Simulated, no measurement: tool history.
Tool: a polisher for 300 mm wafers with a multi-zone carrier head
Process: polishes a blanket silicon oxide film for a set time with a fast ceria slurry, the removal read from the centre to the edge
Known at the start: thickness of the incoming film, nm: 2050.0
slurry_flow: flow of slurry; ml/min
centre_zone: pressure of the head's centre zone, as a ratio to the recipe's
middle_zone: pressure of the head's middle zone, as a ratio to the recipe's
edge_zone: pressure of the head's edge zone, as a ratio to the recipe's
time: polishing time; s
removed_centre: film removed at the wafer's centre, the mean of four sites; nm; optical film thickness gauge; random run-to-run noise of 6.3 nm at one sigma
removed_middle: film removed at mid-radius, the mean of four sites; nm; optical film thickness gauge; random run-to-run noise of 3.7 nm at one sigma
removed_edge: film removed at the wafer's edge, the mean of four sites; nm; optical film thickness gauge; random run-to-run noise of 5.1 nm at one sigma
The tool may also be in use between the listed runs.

run	hour	slurry_flow	centre_zone	middle_zone	edge_zone	time	removed_centre	removed_middle	removed_edge
1	0.0	165	1.00	1.00	1.00	38	831.81	813.19	818.48
2	6.3	155	0.97	0.97	0.96	35	726.14	732.33	743.13
3	9.6	150	0.96	0.95	0.93	32	654.98	647.98	658.28
4	17.3	150	0.92	0.95	0.93	32	628.84	636.16	651.41
5	25.1	150	0.85	0.95	0.93	32	579.40	645.37	658.74
6	29.8	150	0.81	0.95	0.93	32	557.66	638.69	657.51
7	35.1	145	0.82	0.93	0.90	31	531.28	615.74	623.96

What will run 8 give?
8	41.0	140	0.85	0.90	0.88	30	?	?	?

{"run 8": {"removed_centre": 532.55, "removed_middle": 574.32, "removed_edge": 587.51}}

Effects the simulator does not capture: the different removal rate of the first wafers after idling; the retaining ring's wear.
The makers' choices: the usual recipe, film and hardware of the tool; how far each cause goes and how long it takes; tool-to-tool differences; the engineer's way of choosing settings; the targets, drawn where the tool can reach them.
